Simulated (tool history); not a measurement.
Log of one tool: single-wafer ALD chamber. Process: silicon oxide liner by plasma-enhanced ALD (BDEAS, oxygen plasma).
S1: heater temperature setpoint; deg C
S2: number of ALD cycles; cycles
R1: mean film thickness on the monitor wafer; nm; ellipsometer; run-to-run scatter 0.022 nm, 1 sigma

Run 1, hour 0.0: S1 325 deg C, S2 59 cycles. Result: R1 5.3585 nm.
Run 2, hour 2.0: S1 329 deg C, S2 59 cycles. Result: R1 5.3182 nm.
Run 3, hour 6.1: S1 329 deg C, S2 51 cycles. Result: R1 4.5618 nm.
Run 4, hour 7.1: S1 327 deg C, S2 56 cycles. Result: R1 5.0661 nm.
Run 5, hour 12.7: S1 322 deg C, S2 56 cycles. Result: R1 5.0712 nm.
Run 6, hour 16.7: S1 322 deg C, S2 59 cycles. Result: R1 5.3565 nm.

Estimate the outcome of run 7 from the log above:
Run 7, hour 21.0: S1 322 deg C, S2 62 cycles. Result: R1 ?.

Run 7 came out at R1 5.6403 nm.
